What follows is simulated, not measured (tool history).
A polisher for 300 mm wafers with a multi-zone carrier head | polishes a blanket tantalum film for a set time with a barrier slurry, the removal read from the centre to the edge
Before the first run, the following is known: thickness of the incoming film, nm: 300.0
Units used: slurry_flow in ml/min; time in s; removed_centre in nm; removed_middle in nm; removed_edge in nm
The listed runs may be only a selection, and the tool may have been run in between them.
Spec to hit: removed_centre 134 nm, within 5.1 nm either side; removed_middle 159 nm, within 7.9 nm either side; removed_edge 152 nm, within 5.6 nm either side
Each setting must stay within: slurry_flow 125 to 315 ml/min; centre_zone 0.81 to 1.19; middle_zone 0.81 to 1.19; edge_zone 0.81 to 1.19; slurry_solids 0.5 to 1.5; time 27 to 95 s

run	hour	slurry_flow	centre_zone	middle_zone	edge_zone	slurry_solids	time	removed_centre	removed_middle	removed_edge
1	0	205	1	1	1	1	61	124.74	128.16	119.64
2	1.7	205	1	0.96	1	1	61	126.59	125.98	121.1
3	8.3	210	0.98	0.98	1.02	1.1	61	124.82	132.38	123.16
4	11.9	210	0.98	0.98	1.02	1.1	76	157.73	163.39	153.22
5	14.4	205	0.96	0.98	1.03	1.1	76	153.82	164.64	153.56
6	15.7	205	0.9	0.98	1.03	1.1	76	146.82	161.27	152.76
7	19.1	200	0.88	0.98	1.04	1.1	76	142.59	161.05	152.17
8	23	195	0.87	0.98	1.04	1.1	76	138.95	162.83	154.24
9	30.6	190	0.86	0.97	1.04	1.1	76	141.64	160.52	156.67

Exactly one of the 5 candidate moves below puts every result within its allowed miss. Which one?
A	38.2	150	0.85	0.88	0.89	0.9	87	?	?	?
B	38.2	215	0.81	1.07	1.01	1.05	78	?	?	?
C	38.2	180	0.82	0.87	0.99	1.15	84	?	?	?
D	38.2	125	0.92	0.98	1.04	1.1	89	?	?	?
E	38.2	160	0.85	0.99	1.04	1.15	77	?	?	?

move	removed_centre	removed_middle	removed_edge
A	141.92	155.28	147.21
B	136.83	181.78	151.7
C	146.95	163.27	162.26
D	154.48	174.1	164.01
E	135.34	162.93	149.47
A: roughly where the last run was
B: puts the biggest miss on target and leaves a different result outside tolerance
C: moves away from the targets compared with the last run
D: moves away from the targets compared with the last run
E: meets every target
E meets every target.
